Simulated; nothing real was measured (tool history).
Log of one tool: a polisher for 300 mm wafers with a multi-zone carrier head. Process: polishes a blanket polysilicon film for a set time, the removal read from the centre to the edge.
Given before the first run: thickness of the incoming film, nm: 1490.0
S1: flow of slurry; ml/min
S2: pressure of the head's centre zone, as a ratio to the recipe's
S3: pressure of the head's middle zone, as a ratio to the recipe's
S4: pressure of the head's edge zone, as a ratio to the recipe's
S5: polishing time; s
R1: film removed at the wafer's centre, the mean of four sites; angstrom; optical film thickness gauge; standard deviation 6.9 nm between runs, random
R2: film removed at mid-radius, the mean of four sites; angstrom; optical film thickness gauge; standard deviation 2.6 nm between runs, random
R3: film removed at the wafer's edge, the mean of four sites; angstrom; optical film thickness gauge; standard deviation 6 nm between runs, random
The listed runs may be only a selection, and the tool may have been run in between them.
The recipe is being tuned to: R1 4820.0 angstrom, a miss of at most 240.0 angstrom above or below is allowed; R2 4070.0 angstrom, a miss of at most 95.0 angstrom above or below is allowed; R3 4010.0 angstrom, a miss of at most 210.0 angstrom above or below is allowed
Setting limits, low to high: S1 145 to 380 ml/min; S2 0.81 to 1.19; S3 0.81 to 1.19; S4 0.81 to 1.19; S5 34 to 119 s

{"run": 1, "day": 0.0, "S1": 245, "S2": 1.0, "S3": 1.0, "S4": 1.0, "S5": 76, "R1": 6321.4, "R2": 6474.3, "R3": 6352.0}
{"run": 2, "day": 0.133, "S1": 245, "S2": 1.03, "S3": 1.0, "S4": 1.0, "S5": 76, "R1": 6529.3, "R2": 6429.8, "R3": 6280.8}
{"run": 3, "day": 0.508, "S1": 240, "S2": 1.04, "S3": 0.97, "S4": 0.96, "S5": 69, "R1": 6026.7, "R2": 5731.7, "R3": 5694.3}
{"run": 4, "day": 0.875, "S1": 240, "S2": 1.04, "S3": 0.93, "S4": 0.96, "S5": 69, "R1": 5910.8, "R2": 5589.7, "R3": 5775.7}
{"run": 5, "day": 1.221, "S1": 235, "S2": 1.07, "S3": 0.93, "S4": 0.93, "S5": 63, "R1": 5479.1, "R2": 4995.0, "R3": 5124.6}
{"run": 6, "day": 1.433, "S1": 230, "S2": 1.09, "S3": 0.93, "S4": 0.9, "S5": 60, "R1": 5458.6, "R2": 4794.5, "R3": 4844.9}
{"run": 7, "day": 1.571, "S1": 225, "S2": 1.1, "S3": 0.93, "S4": 0.88, "S5": 57, "R1": 5207.8, "R2": 4524.9, "R3": 4434.8}
{"run": 8, "day": 1.788, "S1": 215, "S2": 1.1, "S3": 0.92, "S4": 0.86, "S5": 56, "R1": 5217.9, "R2": 4387.7, "R3": 4357.6}
{"run": 9, "day": 2.083, "S1": 210, "S2": 1.09, "S3": 0.92, "S4": 0.85, "S5": 55, "R1": 4998.2, "R2": 4338.8, "R3": 4324.0}
{"run": 10, "day": 2.417, "S1": 205, "S2": 1.09, "S3": 0.92, "S4": 0.84, "S5": 54, "R1": 4929.9, "R2": 4204.3, "R3": 4195.4}
{"run": 11, "day": 2.692, "S1": 205, "S2": 1.09, "S3": 0.92, "S4": 0.84, "S5": 54, "R1": 4906.9, "R2": 4165.3, "R3": 4038.1}
{"run": 12, "day": 2.767, "S1": 200, "S2": 1.09, "S3": 0.92, "S4": 0.84, "S5": 54, "R1": 4862.6, "R2": 4268.9, "R3": 4145.4}

Which single option among these 4 for the next run brings every result within its allowed miss of target? Just one does.
{"run": "A", "day": 2.842, "S1": 220, "S2": 1.11, "S3": 0.92, "S4": 0.82, "S5": 52, "R1": "?", "R2": "?", "R3": "?"}
{"run": "B", "day": 2.842, "S1": 175, "S2": 1.19, "S3": 1.08, "S4": 0.81, "S5": 49, "R1": "?", "R2": "?", "R3": "?"}
{"run": "C", "day": 2.842, "S1": 160, "S2": 1.1, "S3": 0.97, "S4": 0.81, "S5": 54, "R1": "?", "R2": "?", "R3": "?"}
{"run": "D", "day": 2.842, "S1": 185, "S2": 1.1, "S3": 0.98, "S4": 0.82, "S5": 53, "R1": "?", "R2": "?", "R3": "?"}

move=A R1=4871.0 R2=4058.2 R3=3939.0
move=B R1=4816.6 R2=4286.8 R3=3631.5
move=C R1=4854.3 R2=4279.1 R3=3983.2
move=D R1=4837.5 R2=4294.1 R3=3965.6
A: all results land within tolerance of their targets
B: lands further from the targets than the last run did
C: lands further from the targets than the last run did
D: lands further from the targets than the last run did
Go with A: it meets all targets.
